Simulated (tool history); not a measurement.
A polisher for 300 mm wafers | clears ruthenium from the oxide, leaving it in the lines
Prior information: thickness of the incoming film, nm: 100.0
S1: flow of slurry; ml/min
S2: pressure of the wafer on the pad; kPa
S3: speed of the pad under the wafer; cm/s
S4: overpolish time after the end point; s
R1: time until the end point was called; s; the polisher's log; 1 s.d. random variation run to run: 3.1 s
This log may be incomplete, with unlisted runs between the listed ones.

| run | day | S1 | S2 | S3 | S4 | R1 |
|---|---|---|---|---|---|---|
| 1 | 0 | 235 | 16.5 | 102 | 32 | 70.045 |
| 2 | 0.212 | 235 | 15.9 | 98 | 32 | 74.369 |
| 3 | 0.542 | 210 | 15.9 | 98 | 32 | 74.589 |
| 4 | 0.683 | 210 | 15.2 | 94 | 32 | 78.286 |
| 5 | 0.758 | 255 | 15.2 | 94 | 32 | 78.49 |
| 6 | 1.108 | 255 | 12.4 | 94 | 32 | 90.967 |
| 7 | 1.475 | 245 | 8.3 | 66 | 32 | 175.47 |

Run 8 comes next. What will it give?
| 8 | 1.654 | 245 | 8.3 | 66 | 32 | ? |

{"run 8": {"R1": 172.96}}
